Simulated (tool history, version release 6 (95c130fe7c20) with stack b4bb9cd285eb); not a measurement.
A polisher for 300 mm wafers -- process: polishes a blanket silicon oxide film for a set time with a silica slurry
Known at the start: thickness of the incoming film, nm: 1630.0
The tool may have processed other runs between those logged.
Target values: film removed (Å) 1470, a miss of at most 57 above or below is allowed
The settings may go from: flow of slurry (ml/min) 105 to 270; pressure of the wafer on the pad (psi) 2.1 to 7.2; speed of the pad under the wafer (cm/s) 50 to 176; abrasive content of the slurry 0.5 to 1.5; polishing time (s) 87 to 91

| run | hour | flow of slurry (ml/min) | pressure of the wafer on the pad (psi) | speed of the pad under the wafer (cm/s) | abrasive content of the slurry | polishing time (s) | film removed (Å) |
|---|---|---|---|---|---|---|---|
| 1 | 0 | 175 | 4.6 | 112 | 1 | 87 | 2897.6 |
| 2 | 6.2 | 175 | 4.3 | 110 | 1 | 87 | 2629.9 |
| 3 | 6.9 | 175 | 4.3 | 110 | 1.2 | 87 | 2882.5 |
| 4 | 12 | 175 | 4.3 | 122 | 1.2 | 87 | 3099.6 |
| 5 | 18.3 | 175 | 4.3 | 122 | 1.2 | 87 | 3130.5 |
| 6 | 26.3 | 175 | 4.1 | 118 | 1.2 | 87 | 2925.6 |
| 7 | 34.3 | 175 | 3.9 | 114 | 1.2 | 87 | 2631.6 |
| 8 | 41.4 | 175 | 3.7 | 112 | 1.2 | 87 | 2444.8 |
| 9 | 50.4 | 175 | 3.5 | 112 | 1.2 | 87 | 2316.7 |

Consider the 5 candidate settings below. Which is the only one whose results all fall within their allowed miss of target?
| A | 59.4 | 155 | 2.5 | 102 | 1.05 | 87 | ? |
| B | 59.4 | 190 | 2.7 | 74 | 1.15 | 87 | ? |
| C | 59.4 | 160 | 4.5 | 122 | 1.3 | 91 | ? |
| D | 59.4 | 170 | 4.1 | 124 | 1.25 | 91 | ? |
| E | 59.4 | 185 | 2.5 | 102 | 1.1 | 87 | ? |

| move | film removed (Å) |
|---|---|
| A | 1466.7 |
| B | 1313.9 |
| C | 3420.9 |
| D | 3151.6 |
| E | 1542.9 |
A: each result inside its tolerance
B: pushes the last run's worst result past its target
C: the biggest miss grows against the last run
D: the biggest miss grows against the last run
E: closes in on the targets versus the last run, not all within tolerance yet
The move that meets every target is A.
